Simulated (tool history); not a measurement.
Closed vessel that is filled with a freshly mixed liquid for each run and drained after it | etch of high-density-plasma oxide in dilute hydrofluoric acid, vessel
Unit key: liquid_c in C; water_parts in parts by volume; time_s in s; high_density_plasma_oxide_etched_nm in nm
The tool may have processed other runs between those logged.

run  hour  liquid_c  water_parts  time_s  high_density_plasma_oxide_etched_nm
  1     0        21          190     290                               7.4453
  2   7.3        21          135     290                               11.092
  3   9.1        21          135     290                               11.122
  4  14.1        21          135     310                               11.696
  5  17.8        21          135     310                               11.861
  6  21.3      20.5          145     310                               10.795
  7    23        20          155     310                               9.8023
  8  30.2      19.5          160     310                               9.1648

Run 9 comes next. What will it give?
  9  38.5        19          165     310                                    ?

{"run 9": {"high_density_plasma_oxide_etched_nm": 8.5755}}

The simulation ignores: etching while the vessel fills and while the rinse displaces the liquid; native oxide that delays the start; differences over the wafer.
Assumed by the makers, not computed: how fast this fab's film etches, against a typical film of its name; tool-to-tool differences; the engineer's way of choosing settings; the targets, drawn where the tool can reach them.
